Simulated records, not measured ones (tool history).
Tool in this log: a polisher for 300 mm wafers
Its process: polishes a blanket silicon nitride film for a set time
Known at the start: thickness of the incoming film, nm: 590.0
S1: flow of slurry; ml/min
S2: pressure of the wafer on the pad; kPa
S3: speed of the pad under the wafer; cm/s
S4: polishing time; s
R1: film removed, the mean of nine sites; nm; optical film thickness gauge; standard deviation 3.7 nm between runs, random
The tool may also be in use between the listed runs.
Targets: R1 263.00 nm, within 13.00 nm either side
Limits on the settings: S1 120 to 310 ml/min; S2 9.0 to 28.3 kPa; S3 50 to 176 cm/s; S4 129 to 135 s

run  hour   S1    S2   S3   S4      R1
  1   0.0  200  18.6  112  129  196.57
  2   8.8  200  20.0  112  129  217.58
  3  15.9  200  20.7  112  129  223.52
  4  19.4  200  20.7  100  129  206.59
  5  23.1  200  20.7  100  135  211.11
  6  25.0  215  20.7  100  135  219.34
  7  27.4  220  21.4  100  135  226.25
  8  29.3  220  22.1  100  135  232.35
  9  31.0  220  22.8  100  135  235.97

Pick the move, out of 5, that brings all results within their allowed miss; only one does.
  A  32.7  195  23.4   78  135   ?
  B  32.7  185  22.1  102  129   ?
  C  32.7  230  24.1  104  135   ?
  D  32.7  190  22.1  106  135   ?
  E  32.7  240  21.4   96  129   ?

move      R1
   A  198.25
   B  217.70
   C  259.43
   D  235.63
   E  209.06
A: lands further from the targets than the last run did
B: lands further from the targets than the last run did
C: all results in spec
D: neither nearer nor further off than the last run
E: lands further from the targets than the last run did
So the answer is move C, the one that meets all the targets.
